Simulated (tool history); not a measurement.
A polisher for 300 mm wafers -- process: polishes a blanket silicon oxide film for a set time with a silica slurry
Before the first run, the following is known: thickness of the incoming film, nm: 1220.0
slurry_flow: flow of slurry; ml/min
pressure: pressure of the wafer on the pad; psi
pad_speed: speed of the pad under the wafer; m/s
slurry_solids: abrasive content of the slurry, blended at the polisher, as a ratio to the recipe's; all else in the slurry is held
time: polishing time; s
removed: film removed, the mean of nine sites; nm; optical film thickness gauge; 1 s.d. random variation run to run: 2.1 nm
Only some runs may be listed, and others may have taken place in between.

| run | day | slurry_flow | pressure | pad_speed | slurry_solids | time | removed |
|---|---|---|---|---|---|---|---|
| 1 | 0 | 225 | 4 | 1.14 | 1 | 51 | 141.4 |
| 2 | 0.304 | 225 | 4 | 1.14 | 1 | 53 | 143.84 |
| 3 | 0.417 | 225 | 4 | 1.14 | 1 | 51 | 141.71 |
| 4 | 0.679 | 225 | 4 | 0.98 | 1 | 51 | 127.49 |
| 5 | 0.904 | 270 | 4 | 0.98 | 1 | 51 | 132.51 |
| 6 | 1.029 | 270 | 4 | 0.98 | 1 | 53 | 135.97 |
| 7 | 1.142 | 270 | 4.1 | 0.98 | 1 | 53 | 136.38 |
| 8 | 1.325 | 270 | 4.2 | 0.98 | 1 | 53 | 143.47 |
| 9 | 1.583 | 270 | 4.3 | 0.98 | 1 | 53 | 143.49 |

Run 10 is up next; what results do you expect?
| 10 | 1.675 | 270 | 4.4 | 0.98 | 1 | 53 | ? |

Run 10 yielded removed 148.16 nm.
